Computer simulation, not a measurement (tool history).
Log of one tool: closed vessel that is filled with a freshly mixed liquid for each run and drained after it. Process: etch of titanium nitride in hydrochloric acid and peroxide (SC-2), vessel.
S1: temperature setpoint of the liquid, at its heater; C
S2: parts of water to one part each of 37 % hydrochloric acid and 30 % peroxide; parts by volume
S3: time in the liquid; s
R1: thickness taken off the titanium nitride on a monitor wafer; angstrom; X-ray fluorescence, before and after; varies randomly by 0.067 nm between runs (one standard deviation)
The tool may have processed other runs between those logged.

run 1 hour=0 | S1=54 S2=6 S3=240 | R1=214.92
run 2 hour=2 | S1=48 S2=6 S3=240 | R1=143
run 3 hour=7.3 | S1=48 S2=6 S3=240 | R1=143.93
run 4 hour=10.9 | S1=48 S2=8 S3=240 | R1=114.24
run 5 hour=16.9 | S1=49 S2=8 S3=240 | R1=121.8
run 6 hour=21.6 | S1=50 S2=8 S3=240 | R1=130.38

For run 7, what comes out?
run 7 hour=22.3 | S1=50.5 S2=8 S3=240 | R1=?

Run 7 produced R1 135.67 angstrom.
